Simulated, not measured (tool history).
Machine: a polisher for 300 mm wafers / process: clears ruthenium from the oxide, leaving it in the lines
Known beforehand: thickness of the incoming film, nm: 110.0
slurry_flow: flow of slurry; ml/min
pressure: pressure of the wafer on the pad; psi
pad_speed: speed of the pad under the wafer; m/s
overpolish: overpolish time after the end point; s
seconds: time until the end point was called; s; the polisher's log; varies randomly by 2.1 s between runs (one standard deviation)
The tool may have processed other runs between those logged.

run	day	slurry_flow	pressure	pad_speed	overpolish	seconds
1	0.000	215	2.0	1.22	9	74.767
2	0.217	215	2.0	1.36	9	67.766
3	0.529	215	2.0	1.36	7	69.193
4	0.733	195	2.0	1.36	7	69.921
5	0.879	195	1.9	1.36	7	70.535
6	1.046	195	1.9	1.36	7	72.819
7	1.262	195	1.8	1.34	7	77.347
8	1.617	195	1.7	1.32	7	84.441

Run 9, settings as shown, results not yet in. Your forecast:
9	1.875	195	1.6	1.32	7	?

Run 9 measured seconds 86.426 s.
